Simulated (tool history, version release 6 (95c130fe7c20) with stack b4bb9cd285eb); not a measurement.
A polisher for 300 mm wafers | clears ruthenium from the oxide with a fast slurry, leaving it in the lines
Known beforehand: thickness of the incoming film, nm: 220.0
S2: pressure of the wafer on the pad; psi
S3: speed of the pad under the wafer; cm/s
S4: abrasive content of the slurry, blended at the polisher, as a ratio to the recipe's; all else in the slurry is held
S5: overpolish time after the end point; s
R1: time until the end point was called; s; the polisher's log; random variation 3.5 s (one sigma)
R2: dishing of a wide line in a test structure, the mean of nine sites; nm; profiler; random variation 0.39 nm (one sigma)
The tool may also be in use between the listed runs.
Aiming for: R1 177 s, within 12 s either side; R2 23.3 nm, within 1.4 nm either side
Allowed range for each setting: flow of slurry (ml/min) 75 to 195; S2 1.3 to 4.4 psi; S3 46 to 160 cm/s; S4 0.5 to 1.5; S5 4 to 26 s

run 1 hour=0 | flow_of_slurry_(ml/min)=125 S2=2.8 S3=102 S4=1 S5=13 | R1=65.886 R2=34.268
run 2 hour=8.8 | flow_of_slurry_(ml/min)=125 S2=2.6 S3=98 S4=1 S5=14 | R1=72.397 R2=34.773
run 3 hour=17.2 | flow_of_slurry_(ml/min)=125 S2=2.5 S3=92 S4=1 S5=14 | R1=82.86 R2=31.667
run 4 hour=19.3 | flow_of_slurry_(ml/min)=125 S2=2.1 S3=92 S4=1 S5=14 | R1=98.077 R2=26.9
run 5 hour=23 | flow_of_slurry_(ml/min)=125 S2=2 S3=90 S4=1 S5=15 | R1=100.14 R2=26.56
run 6 hour=26.6 | flow_of_slurry_(ml/min)=125 S2=1.9 S3=86 S4=1 S5=16 | R1=114.08 R2=26.354
run 7 hour=35.4 | flow_of_slurry_(ml/min)=125 S2=1.8 S3=84 S4=1 S5=16 | R1=124.41 R2=24.058
run 8 hour=41.8 | flow_of_slurry_(ml/min)=125 S2=1.7 S3=84 S4=1 S5=17 | R1=129.16 R2=24.06
run 9 hour=45.6 | flow_of_slurry_(ml/min)=125 S2=1.7 S3=82 S4=1 S5=18 | R1=132.14 R2=25.243
run 10 hour=48.2 | flow_of_slurry_(ml/min)=120 S2=1.5 S3=78 S4=1 S5=20 | R1=149.72 R2=23.659

Below are 5 possible settings for the next run. Only one of them brings all results inside the allowed miss of their targets. Which is it?
run A hour=50.8 | flow_of_slurry_(ml/min)=125 S2=1.8 S3=76 S4=1 S5=16 | R1=? R2=?
run B hour=50.8 | flow_of_slurry_(ml/min)=140 S2=1.5 S3=80 S4=0.95 S5=23 | R1=? R2=?
run C hour=50.8 | flow_of_slurry_(ml/min)=130 S2=2 S3=76 S4=0.75 S5=17 | R1=? R2=?
run D hour=50.8 | flow_of_slurry_(ml/min)=170 S2=1.8 S3=48 S4=1 S5=25 | R1=? R2=?
run E hour=50.8 | flow_of_slurry_(ml/min)=80 S2=1.8 S3=58 S4=1.45 S5=22 | R1=? R2=?

move=A R1=130.56 R2=22.304
move=B R1=146.89 R2=28.048
move=C R1=126.67 R2=24.292
move=D R1=192.03 R2=23.609
move=E R1=168.14 R2=23.721
A: its largest miss is bigger than the last run's
B: its largest miss is bigger than the last run's
C: its largest miss is bigger than the last run's
D: carries the result that was furthest off beyond its target, to the other side
E: in spec on every target
E meets every target.

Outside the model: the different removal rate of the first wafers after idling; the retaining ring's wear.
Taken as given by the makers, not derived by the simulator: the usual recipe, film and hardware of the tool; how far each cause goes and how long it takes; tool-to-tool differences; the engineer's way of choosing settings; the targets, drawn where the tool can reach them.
